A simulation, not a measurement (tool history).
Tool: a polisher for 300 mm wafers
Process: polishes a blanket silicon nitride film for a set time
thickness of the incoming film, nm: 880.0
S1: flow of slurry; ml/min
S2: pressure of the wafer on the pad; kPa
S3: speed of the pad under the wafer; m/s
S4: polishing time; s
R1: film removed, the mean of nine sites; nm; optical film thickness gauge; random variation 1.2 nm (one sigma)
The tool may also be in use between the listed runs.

run	hour	S1	S2	S3	S4	R1
1	0.0	180	31.7	0.90	45	106.600
2	4.4	225	31.7	0.90	45	109.890
3	12.5	225	24.8	0.90	45	87.254
4	20.4	230	29.0	0.90	45	101.840
5	21.5	235	31.7	0.90	45	112.560
6	23.7	235	31.7	1.04	45	125.920

The next listed run, before its measurement:
7	29.5	240	33.1	1.04	45	?

{"run 7": {"R1": 131.02}}

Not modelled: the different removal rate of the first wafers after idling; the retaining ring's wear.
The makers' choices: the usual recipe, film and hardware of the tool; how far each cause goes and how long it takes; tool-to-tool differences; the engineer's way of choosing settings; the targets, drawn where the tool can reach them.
